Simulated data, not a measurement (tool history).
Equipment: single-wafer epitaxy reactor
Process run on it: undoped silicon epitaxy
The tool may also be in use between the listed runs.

run	day	wafer temperature setpoint (pyrometer-controlled) (°C)	deposition time (s)	mean film thickness on the monitor wafer (nm)
1	0	640	253	34.346
2	0.104	643	254	37.215
3	0.221	645	254	39.261
4	0.508	654	254	48.864
5	0.833	659	254	55.24
6	1.029	650	254	44.219
7	1.054	651	254	45.329

The next listed run, before its measurement:
8	1.15	652	254	?

Logged for run 8: mean film thickness on the monitor wafer (nm) 46.634.
